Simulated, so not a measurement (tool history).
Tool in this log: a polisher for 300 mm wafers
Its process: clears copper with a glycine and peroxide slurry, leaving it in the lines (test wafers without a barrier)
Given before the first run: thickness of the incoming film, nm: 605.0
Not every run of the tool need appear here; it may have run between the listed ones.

run,hour,flow of slurry (ml/min),pressure of the wafer on the pad (kPa),speed of the pad under the wafer (m/s),overpolish time after the end point (s),time until the end point was called (s),dishing of a wide line in a test structure (angstrom)
1,0,315,18.6,1.28,29,86.6,1107.9
2,6.8,315,16.5,1.28,29,96.303,1016.9
3,11.5,315,15.9,1.28,30,101.95,1034.4
4,16.1,315,20,1.28,30,82.134,1228.9
5,19,315,19.3,1.28,31,85.276,1157.2
6,21.7,315,19.3,1.48,31,75.759,1251
7,25.2,315,18.6,1.46,32,81.273,1302.7
8,28.3,315,17.9,1.46,32,83.499,1237.1
9,32.4,315,17.2,1.46,33,86.729,1257.3
10,37.5,315,16.5,1.46,33,87.196,1168.5
11,39.9,315,11.7,1.28,47,128.68,1184.9
12,43.7,315,11.7,1.28,46,126.75,1153.5
13,46,315,11.7,1.28,45,123.31,1129.3

Run 14 has not been measured yet. What should we expect?
14,52.9,315,11.7,1.28,44,?,?

time until the end point was called (s): 128.95
dishing of a wide line in a test structure (angstrom): 1089.8
